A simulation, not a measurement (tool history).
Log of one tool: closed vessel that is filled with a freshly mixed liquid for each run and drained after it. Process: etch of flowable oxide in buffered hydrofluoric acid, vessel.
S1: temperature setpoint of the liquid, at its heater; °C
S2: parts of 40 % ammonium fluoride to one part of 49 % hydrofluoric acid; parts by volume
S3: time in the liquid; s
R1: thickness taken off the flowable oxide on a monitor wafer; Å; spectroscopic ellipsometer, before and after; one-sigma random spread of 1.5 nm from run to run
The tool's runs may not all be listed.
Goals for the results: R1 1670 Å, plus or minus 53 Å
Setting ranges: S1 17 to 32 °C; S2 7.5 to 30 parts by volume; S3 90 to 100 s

run 1 hour=0 | S1=24 S2=20.5 S3=90 | R1=1211.5
run 2 hour=5.9 | S1=24 S2=25 S3=90 | R1=1054.8
run 3 hour=10.8 | S1=24 S2=25 S3=100 | R1=1171.2
run 4 hour=12 | S1=24 S2=30 S3=100 | R1=1062.6
run 5 hour=18.6 | S1=22.5 S2=30 S3=100 | R1=959.23
run 6 hour=27.4 | S1=24.5 S2=29.5 S3=100 | R1=1075.9
run 7 hour=30.6 | S1=26 S2=29 S3=100 | R1=1207.3
run 8 hour=36.6 | S1=27 S2=29 S3=100 | R1=1243
run 9 hour=44.6 | S1=28 S2=28.5 S3=100 | R1=1338.9
run 10 hour=52.3 | S1=29 S2=28.5 S3=100 | R1=1411.4
run 11 hour=55.8 | S1=29.5 S2=28.5 S3=100 | R1=1449.2
run 12 hour=61.3 | S1=30 S2=28.5 S3=100 | R1=1494.9
run 13 hour=65.3 | S1=30.5 S2=28.5 S3=100 | R1=1529.3
run 14 hour=70.3 | S1=31 S2=28.5 S3=100 | R1=1602.5

Which of these 5 next moves meets every target?
run A hour=75.3 | S1=31.5 S2=26.5 S3=90 | R1=?
run B hour=75.3 | S1=31.5 S2=26 S3=90 | R1=?
run C hour=75.3 | S1=30.5 S2=29 S3=100 | R1=?
run D hour=75.3 | S1=31.5 S2=29.5 S3=95 | R1=?
run E hour=75.3 | S1=32 S2=29 S3=100 | R1=?

move=A R1=1540
move=B R1=1560.1
move=C R1=1526.6
move=D R1=1511.5
move=E R1=1652.6
A: lands further from the targets than the last run did
B: lands further from the targets than the last run did
C: lands further from the targets than the last run did
D: lands further from the targets than the last run did
E: meets every target
Correct choice: E, which meets every target
